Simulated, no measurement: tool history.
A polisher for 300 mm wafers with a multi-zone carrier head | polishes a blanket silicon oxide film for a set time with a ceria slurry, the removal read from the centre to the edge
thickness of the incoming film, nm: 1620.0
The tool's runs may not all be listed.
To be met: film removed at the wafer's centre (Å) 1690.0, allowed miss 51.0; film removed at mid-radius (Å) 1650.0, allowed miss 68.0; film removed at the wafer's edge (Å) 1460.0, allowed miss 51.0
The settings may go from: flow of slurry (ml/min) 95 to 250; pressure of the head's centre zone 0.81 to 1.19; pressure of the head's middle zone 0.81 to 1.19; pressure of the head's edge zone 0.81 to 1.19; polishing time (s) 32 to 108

run,hour,flow of slurry (ml/min),pressure of the head's centre zone,pressure of the head's middle zone,pressure of the head's edge zone,polishing time (s),film removed at the wafer's centre (Å),film removed at mid-radius (Å),film removed at the wafer's edge (Å)
1,0.0,160,1.00,1.00,1.00,70,2152.7,2095.9,2216.1
2,1.6,160,1.02,1.03,0.95,63,1932.4,1971.2,1930.6
3,6.1,160,1.02,1.03,0.95,47,1417.4,1487.3,1456.4
4,14.2,160,0.96,1.03,0.95,47,1385.4,1464.5,1430.1
5,15.9,160,0.96,1.09,0.95,47,1385.0,1550.3,1447.8
6,21.4,160,0.96,1.03,0.95,47,1377.5,1480.2,1435.3
7,30.0,160,0.96,1.03,0.95,47,1369.0,1475.4,1420.1
8,35.9,205,1.06,1.08,0.90,47,1557.5,1625.0,1426.0
9,44.7,210,1.08,1.07,0.90,47,1582.1,1589.3,1428.9

Which of these 5 next moves meets every target?
A,53.5,135,1.00,1.03,0.93,49,?,?,?
B,53.5,185,1.09,1.13,0.83,50,?,?,?
C,53.5,195,1.04,1.10,0.93,48,?,?,?
D,53.5,210,1.03,1.19,0.84,49,?,?,?
E,53.5,245,1.13,1.09,0.91,47,?,?,?

move,film removed at the wafer's centre (Å),film removed at mid-radius (Å),film removed at the wafer's edge (Å)
A,1452.6,1540.7,1432.6
B,1682.9,1782.9,1434.5
C,1563.7,1684.4,1458.1
D,1600.9,1857.7,1429.4
E,1695.2,1681.5,1442.9
A: further off than the last run
B: brings the result that was furthest off to its target, and leaves another outside
C: further off than the last run
D: further off than the last run
E: meets every target
The right move is E.

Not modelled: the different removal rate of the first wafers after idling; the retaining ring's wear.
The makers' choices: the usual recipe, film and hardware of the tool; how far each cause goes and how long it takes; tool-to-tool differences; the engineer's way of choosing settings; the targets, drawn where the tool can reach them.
